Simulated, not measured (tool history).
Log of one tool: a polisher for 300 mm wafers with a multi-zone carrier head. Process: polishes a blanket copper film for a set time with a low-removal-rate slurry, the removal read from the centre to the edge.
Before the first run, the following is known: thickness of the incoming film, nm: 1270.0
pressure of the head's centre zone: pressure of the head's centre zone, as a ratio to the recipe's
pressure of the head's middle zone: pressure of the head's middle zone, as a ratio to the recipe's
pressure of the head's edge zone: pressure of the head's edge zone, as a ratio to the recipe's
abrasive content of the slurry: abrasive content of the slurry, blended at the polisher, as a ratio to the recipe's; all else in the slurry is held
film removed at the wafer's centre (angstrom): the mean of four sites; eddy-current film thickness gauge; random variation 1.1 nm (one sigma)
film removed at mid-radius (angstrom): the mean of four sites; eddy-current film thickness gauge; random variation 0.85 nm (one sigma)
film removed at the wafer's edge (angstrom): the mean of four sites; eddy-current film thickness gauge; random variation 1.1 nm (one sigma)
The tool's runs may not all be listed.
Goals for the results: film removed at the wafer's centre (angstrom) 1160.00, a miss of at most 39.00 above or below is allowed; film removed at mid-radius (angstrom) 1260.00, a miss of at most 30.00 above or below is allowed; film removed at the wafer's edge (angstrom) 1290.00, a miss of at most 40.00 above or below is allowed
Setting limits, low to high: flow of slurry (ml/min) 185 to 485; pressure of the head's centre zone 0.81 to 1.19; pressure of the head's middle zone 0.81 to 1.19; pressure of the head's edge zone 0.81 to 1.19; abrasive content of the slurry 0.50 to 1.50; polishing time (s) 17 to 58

run	hour	flow of slurry (ml/min)	pressure of the head's centre zone	pressure of the head's middle zone	pressure of the head's edge zone	abrasive content of the slurry	polishing time (s)	film removed at the wafer's centre (angstrom)	film removed at mid-radius (angstrom)	film removed at the wafer's edge (angstrom)
1	0.0	310	1.00	1.00	1.00	1.00	37	880.40	861.75	867.21
2	3.6	310	1.00	1.00	1.00	1.00	44	1050.60	1026.80	1034.50
3	6.5	315	1.00	1.01	1.02	1.05	44	1043.70	1037.10	1059.60
4	8.8	315	0.93	1.01	1.02	1.05	44	987.48	1043.70	1065.50
5	12.4	320	0.94	1.02	1.03	1.10	44	1011.60	1068.90	1066.80
6	13.0	320	0.94	1.02	1.04	1.15	44	1012.60	1081.00	1082.60
7	20.2	320	0.94	1.02	1.05	1.20	44	1011.60	1091.60	1115.90
8	25.1	325	0.95	1.03	1.06	1.25	44	1041.40	1092.10	1126.10
9	26.2	330	0.95	1.04	1.07	1.30	44	1048.60	1112.00	1138.30
10	27.5	330	0.95	1.05	1.08	1.30	44	1050.80	1132.70	1146.60
11	32.8	330	0.95	1.06	1.09	1.30	44	1049.70	1141.30	1149.30
12	40.9	330	0.95	1.06	1.10	1.30	44	1068.40	1136.10	1145.80
13	46.3	330	0.95	1.06	1.11	1.30	44	1054.20	1147.20	1152.20
14	51.6	330	0.95	1.06	1.11	1.30	44	1044.70	1155.00	1149.20
15	54.9	330	0.95	1.06	1.12	1.30	44	1058.50	1160.90	1153.20
16	58.7	330	0.95	1.06	1.12	1.30	44	1050.80	1139.50	1160.90
17	61.3	335	0.95	1.06	1.13	1.30	44	1055.90	1157.30	1167.10
18	62.6	340	0.95	1.06	1.14	1.30	44	1057.20	1165.60	1186.30
19	65.5	350	0.95	1.06	1.15	1.30	44	1055.90	1138.90	1188.60

Which single option among these 5 for the next run brings every result within its allowed miss of target? Just one does.
A	68.4	465	0.93	0.86	1.16	1.30	46	?	?	?
B	68.4	375	0.99	0.94	1.12	1.50	40	?	?	?
C	68.4	265	0.91	1.19	1.12	1.05	48	?	?	?
D	68.4	395	0.82	1.06	1.19	1.35	48	?	?	?
E	68.4	485	0.93	1.04	1.10	1.45	47	?	?	?

move	film removed at the wafer's centre (angstrom)	film removed at mid-radius (angstrom)	film removed at the wafer's edge (angstrom)
A	1108.40	1042.10	1273.40
B	1040.10	989.30	1105.70
C	1025.60	1301.30	1195.20
D	1015.00	1291.40	1341.30
E	1163.70	1280.70	1295.20
A: moves away from the targets compared with the last run
B: moves away from the targets compared with the last run
C: pushes the last run's worst result past its target
D: pushes the last run's worst result past its target
E: meets every target
Go with E: it meets all targets.

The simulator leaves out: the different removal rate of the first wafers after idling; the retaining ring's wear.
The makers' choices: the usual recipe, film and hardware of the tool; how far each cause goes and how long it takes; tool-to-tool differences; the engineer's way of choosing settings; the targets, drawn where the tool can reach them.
